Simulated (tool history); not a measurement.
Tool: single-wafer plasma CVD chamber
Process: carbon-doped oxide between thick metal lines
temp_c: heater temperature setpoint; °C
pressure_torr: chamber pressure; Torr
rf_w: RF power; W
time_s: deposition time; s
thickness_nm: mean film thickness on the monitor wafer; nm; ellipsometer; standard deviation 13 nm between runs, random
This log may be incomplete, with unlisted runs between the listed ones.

| run | hour | temp_c | pressure_torr | rf_w | time_s | thickness_nm |
|---|---|---|---|---|---|---|
| 1 | 0 | 350 | 6.96 | 630 | 326 | 1908.6 |
| 2 | 8.3 | 350 | 6.16 | 630 | 326 | 1879.5 |
| 3 | 13.6 | 349 | 6.28 | 645 | 327 | 1920 |
| 4 | 16.6 | 349 | 6.28 | 700 | 327 | 1995.8 |
| 5 | 17.7 | 353 | 6.28 | 700 | 327 | 1967.8 |
| 6 | 22.2 | 353 | 6.28 | 745 | 327 | 2038 |
| 7 | 28.5 | 352 | 6.38 | 750 | 327 | 2082.8 |

Forecast run 8:
| 8 | 33.4 | 351 | 6.46 | 750 | 327 | ? |

thickness_nm: 2082.2 nm
